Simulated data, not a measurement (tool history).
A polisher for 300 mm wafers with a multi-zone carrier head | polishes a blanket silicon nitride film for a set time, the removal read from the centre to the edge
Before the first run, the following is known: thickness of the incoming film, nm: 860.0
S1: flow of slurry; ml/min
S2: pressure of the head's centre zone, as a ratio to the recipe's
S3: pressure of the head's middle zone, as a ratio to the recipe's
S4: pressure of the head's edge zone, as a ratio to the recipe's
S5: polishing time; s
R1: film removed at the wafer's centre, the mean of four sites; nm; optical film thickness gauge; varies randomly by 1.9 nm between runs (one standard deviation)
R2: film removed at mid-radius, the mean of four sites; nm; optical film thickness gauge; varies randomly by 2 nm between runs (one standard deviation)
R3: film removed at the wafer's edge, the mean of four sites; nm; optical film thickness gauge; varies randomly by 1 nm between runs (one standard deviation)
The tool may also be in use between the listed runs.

run	hour	S1	S2	S3	S4	S5	R1	R2	R3
1	0.0	200	1.00	1.00	1.00	80	191.62	191.64	197.04
2	7.5	200	1.00	1.07	1.00	80	190.28	201.12	193.31
3	15.8	200	1.00	1.07	0.93	80	191.40	202.22	189.22
4	17.6	190	1.00	1.03	0.91	78	182.91	190.03	184.66
5	24.9	190	1.00	1.11	0.91	78	180.85	201.52	182.98
6	26.4	190	1.00	1.17	0.91	78	181.58	205.07	180.81

Run 7 comes next. What will it give?
7	31.4	180	1.01	1.11	0.92	76	?	?	?

{"run 7": {"R1": 179.07, "R2": 189.68, "R3": 178.76}}

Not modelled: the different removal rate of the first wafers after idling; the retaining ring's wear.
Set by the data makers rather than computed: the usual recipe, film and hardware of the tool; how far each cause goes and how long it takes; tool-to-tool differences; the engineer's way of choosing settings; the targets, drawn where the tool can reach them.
